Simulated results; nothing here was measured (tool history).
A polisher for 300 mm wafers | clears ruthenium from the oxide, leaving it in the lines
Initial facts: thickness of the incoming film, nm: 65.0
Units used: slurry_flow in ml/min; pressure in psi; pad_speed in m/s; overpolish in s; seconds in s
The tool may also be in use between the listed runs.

{"run": 1, "hour": 0.0, "slurry_flow": 140, "pressure": 1.6, "pad_speed": 0.82, "overpolish": 21, "seconds": 90.099}
{"run": 2, "hour": 4.5, "slurry_flow": 140, "pressure": 1.6, "pad_speed": 0.82, "overpolish": 21, "seconds": 90.194}
{"run": 3, "hour": 5.7, "slurry_flow": 135, "pressure": 1.4, "pad_speed": 0.82, "overpolish": 21, "seconds": 102.95}
{"run": 4, "hour": 7.0, "slurry_flow": 110, "pressure": 1.4, "pad_speed": 0.82, "overpolish": 21, "seconds": 108.32}
{"run": 5, "hour": 15.1, "slurry_flow": 110, "pressure": 1.4, "pad_speed": 1.0, "overpolish": 21, "seconds": 91.534}
{"run": 6, "hour": 23.2, "slurry_flow": 105, "pressure": 1.2, "pad_speed": 0.98, "overpolish": 21, "seconds": 108.56}

Forecast run 7:
{"run": 7, "hour": 27.1, "slurry_flow": 100, "pressure": 1.1, "pad_speed": 0.98, "overpolish": 21, "seconds": "?"}

seconds: 118.720 s
